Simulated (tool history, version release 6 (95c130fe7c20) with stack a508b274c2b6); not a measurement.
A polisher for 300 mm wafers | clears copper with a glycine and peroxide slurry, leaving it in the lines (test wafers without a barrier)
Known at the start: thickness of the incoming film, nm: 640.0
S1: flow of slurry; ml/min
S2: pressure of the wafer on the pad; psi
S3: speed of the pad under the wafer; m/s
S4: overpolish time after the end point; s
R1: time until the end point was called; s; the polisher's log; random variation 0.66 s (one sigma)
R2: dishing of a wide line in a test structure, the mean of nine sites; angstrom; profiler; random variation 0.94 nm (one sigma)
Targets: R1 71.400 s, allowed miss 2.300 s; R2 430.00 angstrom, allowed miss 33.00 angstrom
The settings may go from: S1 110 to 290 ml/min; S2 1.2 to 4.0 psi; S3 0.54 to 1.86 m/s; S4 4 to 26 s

Run 1, day 0.000: S1 185 ml/min, S2 2.6 psi, S3 1.18 m/s, S4 13 s. Result: R1 101.440 s, R2 542.91 angstrom.
Run 2, day 0.079: S1 185 ml/min, S2 2.9 psi, S3 1.18 m/s, S4 13 s. Result: R1 95.240 s, R2 552.83 angstrom.
Run 3, day 0.158: S1 185 ml/min, S2 2.6 psi, S3 1.18 m/s, S4 13 s. Result: R1 103.180 s, R2 542.23 angstrom.
Run 4, day 0.517: S1 190 ml/min, S2 2.9 psi, S3 1.18 m/s, S4 11 s. Result: R1 93.307 s, R2 489.33 angstrom.
Run 5, day 0.658: S1 200 ml/min, S2 3.1 psi, S3 1.18 m/s, S4 10 s. Result: R1 88.845 s, R2 469.85 angstrom.
Run 6, day 0.692: S1 160 ml/min, S2 3.1 psi, S3 1.18 m/s, S4 10 s. Result: R1 91.533 s, R2 454.07 angstrom.
Run 7, day 0.804: S1 170 ml/min, S2 3.3 psi, S3 1.18 m/s, S4 9 s. Result: R1 87.603 s, R2 474.84 angstrom.
Run 8, day 0.933: S1 185 ml/min, S2 3.5 psi, S3 1.18 m/s, S4 8 s. Result: R1 82.272 s, R2 429.72 angstrom.

Which of these 5 next moves meets every target?
Run A, day 1.062: S1 175 ml/min, S2 2.9 psi, S3 1.60 m/s, S4 8 s. Result: R1 ?, R2 ?.
Run B, day 1.062: S1 230 ml/min, S2 3.5 psi, S3 1.36 m/s, S4 7 s. Result: R1 ?, R2 ?.
Run C, day 1.062: S1 200 ml/min, S2 3.4 psi, S3 0.94 m/s, S4 9 s. Result: R1 ?, R2 ?.
Run D, day 1.062: S1 185 ml/min, S2 3.2 psi, S3 1.08 m/s, S4 9 s. Result: R1 ?, R2 ?.
Run E, day 1.062: S1 175 ml/min, S2 3.2 psi, S3 1.16 m/s, S4 9 s. Result: R1 ?, R2 ?.

move      R1      R2
   A  76.457  459.18
   B  72.241  433.00
   C  97.112  417.40
   D  93.482  430.33
   E  89.632  446.23
A: nearer than the last run, and not there yet
B: meets every target
C: further off than the last run
D: further off than the last run
E: further off than the last run
The right move is B.
